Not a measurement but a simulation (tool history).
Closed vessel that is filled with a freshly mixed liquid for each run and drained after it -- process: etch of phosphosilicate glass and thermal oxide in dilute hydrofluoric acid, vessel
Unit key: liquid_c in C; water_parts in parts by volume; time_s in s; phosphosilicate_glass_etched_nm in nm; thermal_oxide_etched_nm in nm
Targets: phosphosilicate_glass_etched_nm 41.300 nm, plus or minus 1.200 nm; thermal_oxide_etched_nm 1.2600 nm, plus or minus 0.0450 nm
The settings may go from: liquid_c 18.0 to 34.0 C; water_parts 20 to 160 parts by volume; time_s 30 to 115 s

run    day  liquid_c  water_parts  time_s  phosphosilicate_glass_etched_nm  thermal_oxide_etched_nm
  1  0.000      26.0           90      60                          111.650                   3.4976
  2  0.321      23.5          110      60                           80.747                   2.4670
  3  0.667      23.5          110      35                           47.947                   1.4420
  4  0.858      22.5          110      35                           45.843                   1.4113
  5  0.967      22.0          110      35                           44.869                   1.3543
  6  1.200      22.0          130      35                           36.962                   1.1154
  7  1.388      23.0          130      35                           38.441                   1.1803
  8  1.529      23.5          130      35                           38.904                   1.2063

Of the 5 settings listed for the next run, only one would bring every result within its allowed miss of target. Which one?
  A  1.671      23.5          125      35                                ?                        ?
  B  1.671      34.0          160      35                                ?                        ?
  C  1.671      24.5          120      30                                ?                        ?
  D  1.671      30.5          130      30                                ?                        ?
  E  1.671      26.0          160      40                                ?                        ?

move  phosphosilicate_glass_etched_nm  thermal_oxide_etched_nm
   A                           40.353                   1.2626
   B                           44.272                   1.3852
   C                           37.685                   1.1791
   D                           43.036                   1.3465
   E                           38.038                   1.1901
A: each result inside its tolerance
B: the result that was furthest off in the last run now lies on the other side of its target
C: moves away from the targets compared with the last run
D: the result that was furthest off in the last run now lies on the other side of its target
E: moves away from the targets compared with the last run
Correct choice: A, which meets every target
